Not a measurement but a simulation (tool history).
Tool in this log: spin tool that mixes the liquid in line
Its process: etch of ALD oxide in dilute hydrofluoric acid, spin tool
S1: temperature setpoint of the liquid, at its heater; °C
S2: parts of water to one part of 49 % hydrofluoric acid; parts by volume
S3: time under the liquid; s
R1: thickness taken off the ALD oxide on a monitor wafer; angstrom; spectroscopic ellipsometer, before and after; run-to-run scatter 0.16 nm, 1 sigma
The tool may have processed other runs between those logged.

run  hour    S1   S2   S3      R1
  1     0    25  145  235  324.85
  2   7.2  27.5  145  235  355.71
  3  14.6    26  145  235  336.87
  4  19.4  24.5  145  235  316.14
  5  24.1  24.5  180  235  244.34
  6  29.2  24.5  180  250  263.29

Run 7 has not been measured yet. What should we expect?
  7  30.7  24.5  180  250   ?

R1: 258.78 angstrom

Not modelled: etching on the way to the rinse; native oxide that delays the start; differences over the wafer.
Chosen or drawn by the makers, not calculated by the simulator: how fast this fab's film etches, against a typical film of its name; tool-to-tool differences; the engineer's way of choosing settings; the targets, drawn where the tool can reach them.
